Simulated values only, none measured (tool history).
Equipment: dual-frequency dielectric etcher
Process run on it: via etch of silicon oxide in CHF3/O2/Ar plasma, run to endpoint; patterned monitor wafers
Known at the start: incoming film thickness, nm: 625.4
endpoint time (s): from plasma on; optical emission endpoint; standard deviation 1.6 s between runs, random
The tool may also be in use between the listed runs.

run  hour  source power (kW)  bias power (kW)  endpoint time (s)
  1   0.0              0.560            0.189             356.73
  2   2.7              0.560            0.219             334.31
  3   9.8              0.500            0.209             354.61
  4  13.5              0.460            0.201             372.33
  5  17.1              0.540            0.201             353.06
  6  18.7              0.540            0.232             330.21
  7  26.8              0.540            0.232             332.86
  8  31.9              0.540            0.232             331.74
  9  39.6              0.480            0.218             355.47
 10  43.5              0.440            0.210             373.89

Predict the results of run 11:
     45.6  -- bias power generator calibrated
 11  45.6              0.410            0.206                  ?

{"run 11": {"endpoint time (s)": 387.45}}

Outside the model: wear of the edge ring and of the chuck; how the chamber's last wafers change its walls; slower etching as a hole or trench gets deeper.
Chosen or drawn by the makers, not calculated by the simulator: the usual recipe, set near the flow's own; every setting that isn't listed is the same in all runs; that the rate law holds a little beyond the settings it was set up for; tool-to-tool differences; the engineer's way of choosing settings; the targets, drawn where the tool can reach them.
